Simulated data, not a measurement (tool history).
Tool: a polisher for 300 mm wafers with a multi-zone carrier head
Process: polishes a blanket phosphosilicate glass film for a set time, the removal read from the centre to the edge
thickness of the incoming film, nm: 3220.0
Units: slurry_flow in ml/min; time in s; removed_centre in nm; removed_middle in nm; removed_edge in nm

run 1 hour=0.0 | slurry_flow=120 centre_zone=1.00 middle_zone=1.00 edge_zone=1.00 slurry_solids=1.00 time=70 | removed_centre=359.16 removed_middle=371.33 removed_edge=369.60
run 2 hour=4.7 | slurry_flow=120 centre_zone=1.07 middle_zone=1.00 edge_zone=1.00 slurry_solids=1.00 time=70 | removed_centre=387.24 removed_middle=364.65 removed_edge=375.34
run 3 hour=6.1 | slurry_flow=120 centre_zone=1.07 middle_zone=1.00 edge_zone=0.96 slurry_solids=1.00 time=70 | removed_centre=388.72 removed_middle=372.14 removed_edge=353.23
run 4 hour=14.7 | slurry_flow=130 centre_zone=1.05 middle_zone=1.03 edge_zone=1.00 slurry_solids=1.05 time=70 | removed_centre=396.25 removed_middle=400.75 removed_edge=379.94
run 5 hour=23.5 | slurry_flow=140 centre_zone=1.03 middle_zone=1.04 edge_zone=1.04 slurry_solids=1.10 time=70 | removed_centre=405.91 removed_middle=408.04 removed_edge=403.31
run 6 hour=32.4 | slurry_flow=145 centre_zone=1.01 middle_zone=1.06 edge_zone=1.07 slurry_solids=1.15 time=70 | removed_centre=406.52 removed_middle=429.83 removed_edge=417.35
run 7 hour=34.2 | slurry_flow=150 centre_zone=0.99 middle_zone=1.06 edge_zone=1.10 slurry_solids=1.20 time=70 | removed_centre=407.38 removed_middle=442.12 removed_edge=430.99
run 8 hour=39.1 | slurry_flow=150 centre_zone=0.98 middle_zone=1.05 edge_zone=1.12 slurry_solids=1.25 time=70 | removed_centre=414.90 removed_middle=445.31 removed_edge=457.61
run 9 hour=40.1 | slurry_flow=150 centre_zone=0.97 middle_zone=1.06 edge_zone=1.13 slurry_solids=1.25 time=70 | removed_centre=407.74 removed_middle=445.20 removed_edge=445.58
run 10 hour=41.3 | slurry_flow=160 centre_zone=0.88 middle_zone=1.02 edge_zone=1.19 slurry_solids=1.50 time=70 | removed_centre=403.23 removed_middle=473.22 removed_edge=507.36
run 11 hour=46.9 | slurry_flow=165 centre_zone=0.88 middle_zone=1.02 edge_zone=1.18 slurry_solids=1.50 time=70 | removed_centre=398.70 removed_middle=475.85 removed_edge=498.31
run 12 hour=49.6 | slurry_flow=165 centre_zone=0.89 middle_zone=1.02 edge_zone=1.18 slurry_solids=1.50 time=70 | removed_centre=404.98 removed_middle=472.32 removed_edge=494.15

Run 13 comes next. What will it give?
run 13 hour=54.4 | slurry_flow=165 centre_zone=0.90 middle_zone=1.02 edge_zone=1.18 slurry_solids=1.50 time=70 | removed_centre=? removed_middle=? removed_edge=?

{"run 13": {"removed_centre": 413.66, "removed_middle": 471.92, "removed_edge": 502.13}}
